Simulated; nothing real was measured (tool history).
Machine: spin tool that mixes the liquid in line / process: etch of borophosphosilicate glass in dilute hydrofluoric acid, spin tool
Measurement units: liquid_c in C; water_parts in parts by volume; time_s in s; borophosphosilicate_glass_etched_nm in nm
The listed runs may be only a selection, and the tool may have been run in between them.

run,day,liquid_c,water_parts,time_s,borophosphosilicate_glass_etched_nm
1,0,22,255,260,46.278
2,0.167,21.5,260,260,44.078
3,0.442,21.5,260,280,47.639
4,0.633,21.5,220,280,58.212
5,0.708,21.5,170,280,80.671
6,0.979,19.5,170,280,74.822
# day 1.171: hydrofluoric acid flow meter replaced
7,1.171,19.5,185,280,74.762
8,1.521,19.5,205,280,65.8
9,1.792,19.5,205,280,66.49

What does the tool deliver on the next run?
10,2.133,19.5,220,280,?

For run 10 the tool returned borophosphosilicate_glass_etched_nm 60.752 nm.
